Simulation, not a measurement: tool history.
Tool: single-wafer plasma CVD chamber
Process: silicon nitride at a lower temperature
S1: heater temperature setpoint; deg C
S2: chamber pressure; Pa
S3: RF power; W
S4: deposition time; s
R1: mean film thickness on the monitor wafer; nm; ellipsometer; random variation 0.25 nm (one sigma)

{"run": 1, "hour": 0.0, "S1": 355, "S2": 261, "S3": 250, "S4": 31.3, "R1": 36.824}
{"run": 2, "hour": 2.8, "S1": 355, "S2": 275, "S3": 255, "S4": 31.3, "R1": 38.235}
{"run": 3, "hour": 10.7, "S1": 355, "S2": 236, "S3": 255, "S4": 31.3, "R1": 36.374}
{"run": 4, "hour": 12.0, "S1": 345, "S2": 236, "S3": 255, "S4": 31.3, "R1": 36.784}
{"run": 5, "hour": 12.7, "S1": 345, "S2": 236, "S3": 255, "S4": 29.8, "R1": 35.049}
{"run": 6, "hour": 16.7, "S1": 345, "S2": 275, "S3": 255, "S4": 29.8, "R1": 36.654}
{"run": 7, "hour": 22.5, "S1": 345, "S2": 275, "S3": 255, "S4": 29.8, "R1": 36.297}

Run 8 comes next. What will it give?
{"run": 8, "hour": 29.7, "S1": 345, "S2": 285, "S3": 260, "S4": 29.8, "R1": "?"}

R1: 37.306 nm

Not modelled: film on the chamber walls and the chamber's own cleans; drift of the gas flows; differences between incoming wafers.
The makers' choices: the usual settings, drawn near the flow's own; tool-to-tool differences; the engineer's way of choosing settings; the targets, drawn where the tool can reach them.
